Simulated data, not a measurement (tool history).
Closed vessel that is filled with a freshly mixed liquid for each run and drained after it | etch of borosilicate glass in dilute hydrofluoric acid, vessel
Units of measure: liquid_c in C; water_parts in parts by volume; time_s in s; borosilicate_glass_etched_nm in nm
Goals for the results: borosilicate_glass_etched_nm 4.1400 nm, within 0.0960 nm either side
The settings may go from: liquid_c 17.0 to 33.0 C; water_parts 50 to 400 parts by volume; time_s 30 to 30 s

run,hour,liquid_c,water_parts,time_s,borosilicate_glass_etched_nm
1,0.0,25.0,225,30,2.8494
2,7.9,26.0,225,30,2.9286
3,14.6,27.0,220,30,3.1525
4,22.9,27.0,165,30,4.4483
5,29.1,27.0,230,30,2.9524
6,33.2,27.5,225,30,3.0827
7,40.9,28.0,220,30,3.2568
8,49.3,28.5,220,30,3.3272
9,50.4,28.5,220,30,3.3166
10,58.3,29.0,220,30,3.3464
11,60.1,29.5,220,30,3.4341
12,68.7,30.0,220,30,3.4730
13,74.3,30.5,220,30,3.5493
14,78.9,31.0,220,30,3.6315
15,87.2,32.0,215,30,3.8440
16,91.9,32.5,210,30,4.0319

Next run, 4 choices. One meets every target within its allowed miss, the rest don't. Which?
A,96.6,28.5,190,30,?
B,96.6,31.0,205,30,?
C,96.6,31.5,200,30,?
D,96.6,33.0,215,30,?

move,borosilicate_glass_etched_nm
A,3.9661
B,3.9363
C,4.1298
D,3.9631
A: misses by more than the last run did
B: misses by more than the last run did
C: hits every target within its allowed miss
D: misses by more than the last run did
So the answer is move C, the one that meets all the targets.
